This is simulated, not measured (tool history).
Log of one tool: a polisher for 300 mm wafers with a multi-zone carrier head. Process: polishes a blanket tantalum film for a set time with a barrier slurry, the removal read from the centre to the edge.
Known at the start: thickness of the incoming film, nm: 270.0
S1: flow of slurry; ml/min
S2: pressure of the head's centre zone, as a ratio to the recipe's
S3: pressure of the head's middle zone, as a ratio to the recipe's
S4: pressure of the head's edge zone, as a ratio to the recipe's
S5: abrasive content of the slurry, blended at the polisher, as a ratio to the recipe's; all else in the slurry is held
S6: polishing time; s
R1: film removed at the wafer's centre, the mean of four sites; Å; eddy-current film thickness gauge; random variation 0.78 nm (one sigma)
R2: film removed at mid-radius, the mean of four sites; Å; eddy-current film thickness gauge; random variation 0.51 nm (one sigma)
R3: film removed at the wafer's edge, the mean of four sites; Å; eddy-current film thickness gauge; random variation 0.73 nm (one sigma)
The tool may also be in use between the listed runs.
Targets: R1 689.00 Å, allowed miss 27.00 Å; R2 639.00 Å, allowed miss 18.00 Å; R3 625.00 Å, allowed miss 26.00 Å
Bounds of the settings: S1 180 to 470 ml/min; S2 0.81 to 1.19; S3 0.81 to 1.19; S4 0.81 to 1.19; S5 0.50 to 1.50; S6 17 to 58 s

| run | day | S1 | S2 | S3 | S4 | S5 | S6 | R1 | R2 | R3 |
|---|---|---|---|---|---|---|---|---|---|---|
| 1 | 0.000 | 300 | 1.00 | 1.00 | 1.00 | 1.00 | 37 | 843.43 | 868.47 | 849.49 |
| 2 | 0.062 | 300 | 1.00 | 0.99 | 0.99 | 0.95 | 37 | 839.13 | 842.15 | 818.63 |
| 3 | 0.404 | 300 | 1.00 | 0.99 | 0.99 | 0.95 | 31 | 691.22 | 697.47 | 669.52 |
| 4 | 0.638 | 300 | 1.08 | 0.99 | 0.99 | 0.95 | 31 | 749.57 | 719.33 | 686.67 |
| 5 | 0.771 | 300 | 1.08 | 0.99 | 0.99 | 0.95 | 26 | 617.71 | 591.17 | 555.85 |
| 6 | 0.833 | 360 | 1.08 | 0.99 | 0.99 | 0.95 | 26 | 632.65 | 603.52 | 587.06 |
| 7 | 1.075 | 365 | 1.09 | 0.99 | 0.99 | 0.95 | 26 | 644.19 | 609.49 | 572.48 |
| 8 | 1.362 | 365 | 1.09 | 0.99 | 1.00 | 0.95 | 26 | 647.41 | 597.02 | 583.21 |
| 9 | 1.562 | 365 | 1.09 | 1.00 | 1.00 | 0.95 | 26 | 636.32 | 607.67 | 581.50 |
| 10 | 1.750 | 365 | 1.10 | 1.00 | 1.00 | 0.95 | 26 | 638.53 | 616.23 | 585.14 |
| 11 | 2.054 | 365 | 1.11 | 1.00 | 1.00 | 0.95 | 26 | 650.15 | 610.10 | 590.95 |
| 12 | 2.204 | 365 | 1.12 | 1.00 | 1.00 | 0.95 | 26 | 663.41 | 600.58 | 589.47 |
| 13 | 2.471 | 365 | 1.12 | 1.01 | 1.00 | 0.95 | 26 | 645.96 | 609.71 | 584.33 |

Which of these 5 next moves meets every target?
| A | 2.738 | 355 | 1.19 | 1.03 | 0.82 | 1.30 | 24 | ? | ? | ? |
| B | 2.738 | 470 | 0.92 | 1.03 | 1.19 | 0.90 | 27 | ? | ? | ? |
| C | 2.738 | 405 | 1.11 | 0.99 | 1.02 | 0.90 | 28 | ? | ? | ? |
| D | 2.738 | 340 | 1.16 | 1.11 | 0.86 | 0.90 | 26 | ? | ? | ? |
| E | 2.738 | 420 | 1.03 | 1.04 | 1.19 | 0.85 | 28 | ? | ? | ? |

| move | R1 | R2 | R3 |
|---|---|---|---|
| A | 693.16 | 633.21 | 541.64 |
| B | 583.11 | 649.63 | 661.34 |
| C | 691.23 | 644.86 | 629.91 |
| D | 655.61 | 651.37 | 533.73 |
| E | 640.27 | 659.84 | 667.54 |
A: brings the result that was furthest off to its target, and leaves another outside
B: brings the result that was furthest off to its target, and leaves another outside
C: meets every target
D: brings the result that was furthest off to its target, and leaves another outside
E: takes the result that was furthest off past its target
Move C is the one to make.

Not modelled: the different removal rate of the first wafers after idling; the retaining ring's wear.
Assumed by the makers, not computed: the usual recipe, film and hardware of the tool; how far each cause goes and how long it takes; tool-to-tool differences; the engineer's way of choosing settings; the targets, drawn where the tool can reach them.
